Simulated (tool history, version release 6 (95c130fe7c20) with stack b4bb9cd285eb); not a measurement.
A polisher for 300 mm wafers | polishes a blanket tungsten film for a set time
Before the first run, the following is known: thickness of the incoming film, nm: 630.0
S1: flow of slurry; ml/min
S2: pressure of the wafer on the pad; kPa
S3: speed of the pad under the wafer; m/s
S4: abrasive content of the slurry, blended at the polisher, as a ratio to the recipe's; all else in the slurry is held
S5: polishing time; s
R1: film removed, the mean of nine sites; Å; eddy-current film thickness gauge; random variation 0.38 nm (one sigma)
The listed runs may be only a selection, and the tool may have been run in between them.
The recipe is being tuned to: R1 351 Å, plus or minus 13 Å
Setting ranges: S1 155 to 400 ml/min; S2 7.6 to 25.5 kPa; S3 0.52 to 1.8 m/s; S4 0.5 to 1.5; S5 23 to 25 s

run 1 hour=0 | S1=255 S2=16.5 S3=1.16 S4=1 S5=25 | R1=1009.7
run 2 hour=1.8 | S1=255 S2=14.5 S3=1 S4=1 S5=25 | R1=787.8
run 3 hour=7.6 | S1=300 S2=14.5 S3=1 S4=1 S5=25 | R1=794.94
run 4 hour=9.3 | S1=300 S2=11 S3=1 S4=1 S5=25 | R1=653.36
run 5 hour=14.3 | S1=300 S2=11 S3=1 S4=1 S5=25 | R1=652.58
run 6 hour=22.4 | S1=300 S2=11 S3=0.78 S4=1 S5=25 | R1=521.04
run 7 hour=24.9 | S1=300 S2=10.3 S3=0.72 S4=1 S5=25 | R1=457.58
run 8 hour=33.7 | S1=295 S2=9.7 S3=0.7 S4=1 S5=25 | R1=414.56
run 9 hour=42.3 | S1=275 S2=9.7 S3=0.7 S4=1 S5=25 | R1=421.96
run 10 hour=46.2 | S1=270 S2=9 S3=0.68 S4=1 S5=25 | R1=390.35
run 11 hour=53.5 | S1=260 S2=9 S3=0.68 S4=1 S5=25 | R1=381.93
run 12 hour=55.8 | S1=250 S2=9 S3=0.68 S4=1 S5=25 | R1=386.48
run 13 hour=59.7 | S1=245 S2=9 S3=0.68 S4=1 S5=25 | R1=385.9
run 14 hour=68 | S1=245 S2=7.6 S3=0.66 S4=1 S5=25 | R1=331.13
run 15 hour=68.8 | S1=250 S2=7.6 S3=0.66 S4=1 S5=25 | R1=330.53
run 16 hour=75.8 | S1=255 S2=7.6 S3=0.66 S4=1 S5=25 | R1=328.12
run 17 hour=83.8 | S1=255 S2=9 S3=0.66 S4=1 S5=25 | R1=377.71
run 18 hour=84.5 | S1=250 S2=9 S3=0.66 S4=1 S5=25 | R1=371.92

Which single option among these 4 for the next run brings every result within its allowed miss of target? Just one does.
run A hour=85.2 | S1=210 S2=7.6 S3=0.74 S4=1 S5=24 | R1=?
run B hour=85.2 | S1=270 S2=9 S3=0.66 S4=0.75 S5=23 | R1=?
run C hour=85.2 | S1=160 S2=8.3 S3=0.6 S4=1.15 S5=25 | R1=?
run D hour=85.2 | S1=275 S2=7.6 S3=0.64 S4=1.25 S5=23 | R1=?

move=A R1=355.78
move=B R1=325.64
move=C R1=327.35
move=D R1=326.18
A: all results land within tolerance of their targets
B: moves the result that the last run missed by most past its target, out the other side
C: moves the result that the last run missed by most past its target, out the other side
D: moves the result that the last run missed by most past its target, out the other side
Answer: A
